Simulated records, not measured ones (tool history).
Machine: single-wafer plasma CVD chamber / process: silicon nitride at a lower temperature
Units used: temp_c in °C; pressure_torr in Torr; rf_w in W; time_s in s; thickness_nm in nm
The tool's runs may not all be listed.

| run | hour | temp_c | pressure_torr | rf_w | time_s | thickness_nm |
|---|---|---|---|---|---|---|
| 1 | 0.0 | 375 | 1.93 | 285 | 30.3 | 32.097 |
| 2 | 1.8 | 375 | 1.84 | 280 | 30.2 | 31.198 |
| 3 | 10.3 | 375 | 1.84 | 280 | 28.9 | 29.743 |
| 4 | 16.4 | 368 | 1.84 | 280 | 28.9 | 30.056 |
| 5 | 23.5 | 368 | 1.84 | 280 | 28.9 | 29.796 |
| 6 | 30.3 | 368 | 1.79 | 280 | 28.9 | 29.607 |
| 7 | 37.6 | 368 | 1.75 | 280 | 28.9 | 29.593 |
| 8 | 41.2 | 368 | 1.71 | 280 | 28.9 | 29.110 |

Forecast run 9:
|  | 42.1 | thermocouple changed; heater temperature recalibrated |
| 9 | 42.1 | 368 | 1.69 | 280 | 28.9 | ? |

Run 9 came out at thickness_nm 29.112 nm.
